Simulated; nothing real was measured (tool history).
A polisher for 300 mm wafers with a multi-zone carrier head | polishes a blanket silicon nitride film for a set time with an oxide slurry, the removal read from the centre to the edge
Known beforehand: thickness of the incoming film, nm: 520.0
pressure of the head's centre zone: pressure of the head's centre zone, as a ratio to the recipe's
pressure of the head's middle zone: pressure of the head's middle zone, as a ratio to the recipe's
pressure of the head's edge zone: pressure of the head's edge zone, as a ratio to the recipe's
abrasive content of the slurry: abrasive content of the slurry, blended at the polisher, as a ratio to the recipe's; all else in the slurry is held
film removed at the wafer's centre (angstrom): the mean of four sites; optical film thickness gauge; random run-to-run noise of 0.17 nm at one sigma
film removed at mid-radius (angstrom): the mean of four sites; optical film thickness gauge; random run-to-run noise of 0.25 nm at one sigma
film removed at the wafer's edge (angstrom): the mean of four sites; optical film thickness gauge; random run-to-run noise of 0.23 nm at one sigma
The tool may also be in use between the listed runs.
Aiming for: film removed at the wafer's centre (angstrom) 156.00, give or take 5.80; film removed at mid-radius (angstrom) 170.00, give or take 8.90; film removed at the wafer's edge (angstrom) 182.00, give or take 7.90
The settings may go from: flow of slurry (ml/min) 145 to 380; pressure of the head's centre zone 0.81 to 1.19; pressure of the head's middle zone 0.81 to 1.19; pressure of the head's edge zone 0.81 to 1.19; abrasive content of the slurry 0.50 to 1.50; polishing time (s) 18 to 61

| run | hour | flow of slurry (ml/min) | pressure of the head's centre zone | pressure of the head's middle zone | pressure of the head's edge zone | abrasive content of the slurry | polishing time (s) | film removed at the wafer's centre (angstrom) | film removed at mid-radius (angstrom) | film removed at the wafer's edge (angstrom) |
|---|---|---|---|---|---|---|---|---|---|---|
| 1 | 0.0 | 245 | 1.00 | 1.00 | 1.00 | 1.00 | 39 | 301.78 | 305.26 | 300.62 |
| 2 | 3.2 | 245 | 1.00 | 0.94 | 1.00 | 1.00 | 39 | 297.86 | 286.75 | 295.26 |
| 3 | 4.1 | 245 | 1.00 | 0.94 | 1.00 | 1.00 | 42 | 317.52 | 306.95 | 318.79 |
| 4 | 10.6 | 235 | 0.94 | 0.91 | 0.98 | 0.85 | 38 | 248.56 | 253.76 | 267.90 |
| 5 | 19.2 | 235 | 0.94 | 0.98 | 0.98 | 0.85 | 38 | 256.47 | 268.15 | 273.62 |
| 6 | 25.4 | 235 | 0.91 | 0.95 | 0.95 | 0.75 | 35 | 212.77 | 222.17 | 224.93 |
| 7 | 26.0 | 225 | 0.88 | 0.92 | 0.94 | 0.65 | 35 | 194.05 | 202.21 | 210.57 |
| 8 | 29.7 | 215 | 0.86 | 0.91 | 0.94 | 0.60 | 34 | 174.50 | 193.54 | 194.24 |
| 9 | 30.3 | 225 | 0.85 | 0.88 | 0.94 | 0.55 | 34 | 162.01 | 175.83 | 185.54 |
| 10 | 31.8 | 225 | 0.85 | 0.87 | 0.94 | 0.55 | 34 | 161.38 | 181.69 | 189.17 |
| 11 | 38.9 | 210 | 0.87 | 0.82 | 0.93 | 0.50 | 33 | 157.78 | 152.47 | 174.56 |
| 12 | 44.5 | 215 | 0.86 | 0.84 | 0.94 | 0.50 | 33 | 150.19 | 160.10 | 168.81 |
| 13 | 47.3 | 225 | 0.85 | 0.84 | 0.93 | 0.50 | 33 | 155.72 | 160.81 | 170.47 |
| 14 | 49.8 | 220 | 0.85 | 0.85 | 0.94 | 0.50 | 33 | 151.84 | 160.38 | 170.81 |
| 15 | 55.5 | 240 | 0.84 | 0.88 | 0.99 | 0.60 | 33 | 167.46 | 183.06 | 194.57 |
| 16 | 61.2 | 235 | 0.83 | 0.87 | 0.97 | 0.60 | 33 | 165.41 | 178.29 | 196.55 |
| 17 | 63.4 | 225 | 0.83 | 0.87 | 0.95 | 0.60 | 33 | 166.16 | 175.95 | 185.03 |
| 18 | 66.3 | 220 | 0.82 | 0.87 | 0.96 | 0.60 | 33 | 160.33 | 177.78 | 192.58 |

Below are 4 possible settings for the next run. Only one of them brings all results inside the allowed miss of their targets. Which is it?
| A | 69.2 | 220 | 0.84 | 0.82 | 0.99 | 0.55 | 36 | ? | ? | ? |
| B | 69.2 | 230 | 0.81 | 0.81 | 1.00 | 0.65 | 32 | ? | ? | ? |
| C | 69.2 | 235 | 0.86 | 1.11 | 0.89 | 0.50 | 34 | ? | ? | ? |
| D | 69.2 | 255 | 0.84 | 0.89 | 1.00 | 0.55 | 32 | ? | ? | ? |

| move | film removed at the wafer's centre (angstrom) | film removed at mid-radius (angstrom) | film removed at the wafer's edge (angstrom) |
|---|---|---|---|
| A | 172.58 | 177.70 | 200.51 |
| B | 163.34 | 172.56 | 196.76 |
| C | 159.46 | 192.59 | 171.29 |
| D | 156.35 | 168.43 | 181.24 |
A: misses by more than the last run did
B: misses by more than the last run did
C: takes the biggest miss from the last run beyond its target
D: all results land within tolerance of their targets
Answer: D

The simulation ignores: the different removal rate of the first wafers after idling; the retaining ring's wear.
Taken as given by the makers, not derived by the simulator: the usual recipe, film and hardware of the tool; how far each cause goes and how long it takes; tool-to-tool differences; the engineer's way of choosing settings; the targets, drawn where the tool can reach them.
